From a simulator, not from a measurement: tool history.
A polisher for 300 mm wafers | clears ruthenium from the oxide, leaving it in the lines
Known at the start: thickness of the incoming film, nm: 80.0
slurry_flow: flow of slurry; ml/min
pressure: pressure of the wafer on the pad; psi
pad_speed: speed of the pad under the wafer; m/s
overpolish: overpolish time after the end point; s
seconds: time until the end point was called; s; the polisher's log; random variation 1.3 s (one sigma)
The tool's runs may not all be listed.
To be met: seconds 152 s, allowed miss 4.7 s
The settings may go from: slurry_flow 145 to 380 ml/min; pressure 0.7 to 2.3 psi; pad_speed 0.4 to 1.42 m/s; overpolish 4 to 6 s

{"run": 1, "hour": 0.0, "slurry_flow": 245, "pressure": 1.5, "pad_speed": 0.9, "overpolish": 6, "seconds": 94.461}
{"run": 2, "hour": 6.9, "slurry_flow": 245, "pressure": 1.7, "pad_speed": 0.9, "overpolish": 6, "seconds": 87.611}
{"run": 3, "hour": 15.9, "slurry_flow": 245, "pressure": 1.8, "pad_speed": 0.9, "overpolish": 6, "seconds": 83.479}
{"run": 4, "hour": 18.2, "slurry_flow": 245, "pressure": 1.6, "pad_speed": 0.9, "overpolish": 6, "seconds": 90.054}
{"run": 5, "hour": 24.2, "slurry_flow": 245, "pressure": 1.6, "pad_speed": 0.9, "overpolish": 4, "seconds": 92.052}
{"run": 6, "hour": 27.6, "slurry_flow": 240, "pressure": 1.3, "pad_speed": 0.88, "overpolish": 4, "seconds": 108.65}
{"run": 7, "hour": 34.0, "slurry_flow": 240, "pressure": 1.1, "pad_speed": 0.86, "overpolish": 4, "seconds": 122.09}
{"run": 8, "hour": 39.4, "slurry_flow": 240, "pressure": 1, "pad_speed": 0.86, "overpolish": 4, "seconds": 128.87}
{"run": 9, "hour": 48.3, "slurry_flow": 240, "pressure": 0.9, "pad_speed": 0.86, "overpolish": 4, "seconds": 139.61}

4 next moves are on the table. One of them brings every result within its allowed miss. Which?
{"run": "A", "hour": 57.2, "slurry_flow": 250, "pressure": 0.7, "pad_speed": 0.96, "overpolish": 6, "seconds": "?"}
{"run": "B", "hour": 57.2, "slurry_flow": 230, "pressure": 0.9, "pad_speed": 0.86, "overpolish": 4, "seconds": "?"}
{"run": "C", "hour": 57.2, "slurry_flow": 200, "pressure": 1, "pad_speed": 0.74, "overpolish": 4, "seconds": "?"}
{"run": "D", "hour": 57.2, "slurry_flow": 255, "pressure": 1, "pad_speed": 0.68, "overpolish": 4, "seconds": "?"}

move=A seconds=140.77
move=B seconds=137.62
move=C seconds=151.7
move=D seconds=160.64
A: nearer than the last run, and not there yet
B: further off than the last run
C: meets every target
D: takes the result that was furthest off past its target
Answer: C
